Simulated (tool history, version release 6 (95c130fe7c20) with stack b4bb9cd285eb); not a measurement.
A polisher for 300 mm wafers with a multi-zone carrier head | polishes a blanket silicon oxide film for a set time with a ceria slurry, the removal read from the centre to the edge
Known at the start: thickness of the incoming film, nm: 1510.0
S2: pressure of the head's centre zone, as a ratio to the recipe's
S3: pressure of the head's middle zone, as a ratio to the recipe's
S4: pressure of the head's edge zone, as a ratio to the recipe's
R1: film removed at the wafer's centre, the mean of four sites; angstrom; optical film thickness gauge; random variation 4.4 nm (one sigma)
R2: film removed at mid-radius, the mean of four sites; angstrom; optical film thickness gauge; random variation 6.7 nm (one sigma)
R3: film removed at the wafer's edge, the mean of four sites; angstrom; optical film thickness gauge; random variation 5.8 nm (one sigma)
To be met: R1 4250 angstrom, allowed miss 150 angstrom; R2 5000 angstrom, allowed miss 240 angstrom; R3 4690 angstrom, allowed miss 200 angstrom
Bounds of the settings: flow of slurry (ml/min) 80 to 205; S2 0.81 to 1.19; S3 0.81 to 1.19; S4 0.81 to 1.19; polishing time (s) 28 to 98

Run 1, hour 0: flow of slurry (ml/min) 135, S2 1, S3 1, S4 1, polishing time (s) 63. Result: R1 3607.6 angstrom, R2 3524.4 angstrom, R3 3378.7 angstrom.
Run 2, hour 6.1: flow of slurry (ml/min) 135, S2 0.99, S3 1.01, S4 1.02, polishing time (s) 65. Result: R1 3697.6 angstrom, R2 3611 angstrom, R3 3486.6 angstrom.
Run 3, hour 10.7: flow of slurry (ml/min) 135, S2 0.99, S3 1.01, S4 1.02, polishing time (s) 54. Result: R1 3100.2 angstrom, R2 2967.8 angstrom, R3 2879.5 angstrom.
Run 4, hour 17: flow of slurry (ml/min) 135, S2 0.99, S3 1.01, S4 1.02, polishing time (s) 45. Result: R1 2566.9 angstrom, R2 2475.1 angstrom, R3 2494.5 angstrom.
Run 5, hour 21.9: flow of slurry (ml/min) 135, S2 0.97, S3 1.02, S4 1.03, polishing time (s) 49. Result: R1 2745.6 angstrom, R2 2679.5 angstrom, R3 2646.4 angstrom.
Run 6, hour 25.2: flow of slurry (ml/min) 135, S2 0.91, S3 1.02, S4 1.03, polishing time (s) 49. Result: R1 2580.1 angstrom, R2 2707.4 angstrom, R3 2669 angstrom.
Run 7, hour 28.2: flow of slurry (ml/min) 135, S2 0.9, S3 1.02, S4 1.04, polishing time (s) 52. Result: R1 2744.9 angstrom, R2 2865.4 angstrom, R3 2834.7 angstrom.
Run 8, hour 33.4: flow of slurry (ml/min) 135, S2 0.89, S3 1.03, S4 1.05, polishing time (s) 55. Result: R1 2832.6 angstrom, R2 3070.9 angstrom, R3 2978 angstrom.
Run 9, hour 38.9: flow of slurry (ml/min) 155, S2 0.89, S3 1.08, S4 1.15, polishing time (s) 73. Result: R1 3856.4 angstrom, R2 4254.7 angstrom, R3 4313.9 angstrom.
Run 10, hour 46.4: flow of slurry (ml/min) 160, S2 0.89, S3 1.09, S4 1.15, polishing time (s) 73. Result: R1 3901.6 angstrom, R2 4376.3 angstrom, R3 4380.6 angstrom.
Run 11, hour 53.1: flow of slurry (ml/min) 165, S2 0.89, S3 1.1, S4 1.15, polishing time (s) 73. Result: R1 3975.6 angstrom, R2 4481.8 angstrom, R3 4303 angstrom.
At hour 60.1: centre zone pressure recalibrated.
Run 12, hour 60.1: flow of slurry (ml/min) 175, S2 0.88, S3 1.12, S4 1.17, polishing time (s) 75. Result: R1 3845.2 angstrom, R2 4732.8 angstrom, R3 4376.4 angstrom.
Run 13, hour 68.5: flow of slurry (ml/min) 175, S2 0.9, S3 1.12, S4 1.17, polishing time (s) 77. Result: R1 4004.4 angstrom, R2 4697.8 angstrom, R3 4614.6 angstrom.
Run 14, hour 72.7: flow of slurry (ml/min) 175, S2 0.9, S3 1.12, S4 1.16, polishing time (s) 77. Result: R1 4017.4 angstrom, R2 4780.7 angstrom, R3 4501.3 angstrom.

Which of these 4 next moves meets every target?
Run A, hour 76.9: flow of slurry (ml/min) 150, S2 0.93, S3 1.13, S4 1.12, polishing time (s) 82. Result: R1 ?, R2 ?, R3 ?.
Run B, hour 76.9: flow of slurry (ml/min) 205, S2 1.08, S3 1.02, S4 0.97, polishing time (s) 75. Result: R1 ?, R2 ?, R3 ?.
Run C, hour 76.9: flow of slurry (ml/min) 170, S2 0.93, S3 1.05, S4 1.14, polishing time (s) 75. Result: R1 ?, R2 ?, R3 ?.
Run D, hour 76.9: flow of slurry (ml/min) 135, S2 1.05, S3 0.99, S4 1.12, polishing time (s) 82. Result: R1 ?, R2 ?, R3 ?.

move      R1      R2      R3
   A  4248.8  4825.9  4813.3
   B  4706.3  4270.8  4250.3
   C  3972.9  4253.3  4512.2
   D  4656.4  4274.7  4758.5
A: meets every target
B: takes the result that was furthest off past its target
C: further off than the last run
D: takes the result that was furthest off past its target
The right move is A.
